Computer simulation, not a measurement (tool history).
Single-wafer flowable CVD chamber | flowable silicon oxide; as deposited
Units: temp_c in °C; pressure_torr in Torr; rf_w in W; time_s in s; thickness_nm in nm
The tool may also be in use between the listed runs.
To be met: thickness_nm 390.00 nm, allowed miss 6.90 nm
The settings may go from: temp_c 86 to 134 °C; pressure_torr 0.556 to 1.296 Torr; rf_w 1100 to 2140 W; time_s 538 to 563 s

run  hour  temp_c  pressure_torr  rf_w  time_s  thickness_nm
  1   0.0     110          0.926  1620     563        300.31
  2   6.1     109          0.926  1620     563        310.40
  3   9.4     109          0.926  1620     563        311.38
  4  13.3     109          0.926  1515     563        303.67
  5  15.0     108          0.926  1515     563        318.12
  6  19.3     108          0.926  1515     538        305.22
  7  28.1     107          0.926  1515     538        314.22
  8  29.6     106          0.926  1515     538        323.78
  9  34.9     105          0.926  1515     538        338.34
 10  40.1     104          0.926  1515     538        352.21
 11  46.5     102          0.926  1515     538        381.95
 12  48.9     101          0.926  1515     538        397.15

4 next moves are on the table. One of them brings every result within its allowed miss. Which?
  A  51.3     100          0.907  1370     563             ?
  B  51.3     101          0.935  1505     562             ?
  C  51.3     103          1.063  1155     541             ?
  D  51.3     100          0.927  1405     546             ?

move  thickness_nm
   A        410.53
   B        417.72
   C        392.13
   D        409.53
A: further off than the last run
B: further off than the last run
C: meets every target
D: further off than the last run
The right move is C.
